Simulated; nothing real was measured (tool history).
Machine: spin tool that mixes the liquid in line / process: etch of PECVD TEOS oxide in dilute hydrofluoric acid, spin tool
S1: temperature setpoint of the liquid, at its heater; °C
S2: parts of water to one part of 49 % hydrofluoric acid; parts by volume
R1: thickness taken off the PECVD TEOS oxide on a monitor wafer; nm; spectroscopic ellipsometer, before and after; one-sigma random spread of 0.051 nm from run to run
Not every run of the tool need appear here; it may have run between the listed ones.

{"run": 1, "hour": 0.0, "S1": 20, "S2": 255, "time under the liquid (s)": 95, "R1": 3.7333}
{"run": 2, "hour": 6.3, "S1": 23, "S2": 255, "time under the liquid (s)": 95, "R1": 4.088}
{"run": 3, "hour": 7.3, "S1": 23, "S2": 255, "time under the liquid (s)": 95, "R1": 4.1112}
{"run": 4, "hour": 9.1, "S1": 23, "S2": 295, "time under the liquid (s)": 95, "R1": 3.38}
{"run": 5, "hour": 12.9, "S1": 23, "S2": 295, "time under the liquid (s)": 95, "R1": 3.4464}
{"run": 6, "hour": 15.3, "S1": 23.5, "S2": 290, "time under the liquid (s)": 95, "R1": 3.5416}
{"run": 7, "hour": 17.8, "S1": 24, "S2": 285, "time under the liquid (s)": 95, "R1": 3.6847}
{"run": 8, "hour": 23.7, "S1": 24.5, "S2": 280, "time under the liquid (s)": 95, "R1": 3.9333}

The next listed run, before its measurement:
{"run": 9, "hour": 28.4, "S1": 25, "S2": 275, "time under the liquid (s)": 95, "R1": "?"}

{"run 9": {"R1": 4.1024}}

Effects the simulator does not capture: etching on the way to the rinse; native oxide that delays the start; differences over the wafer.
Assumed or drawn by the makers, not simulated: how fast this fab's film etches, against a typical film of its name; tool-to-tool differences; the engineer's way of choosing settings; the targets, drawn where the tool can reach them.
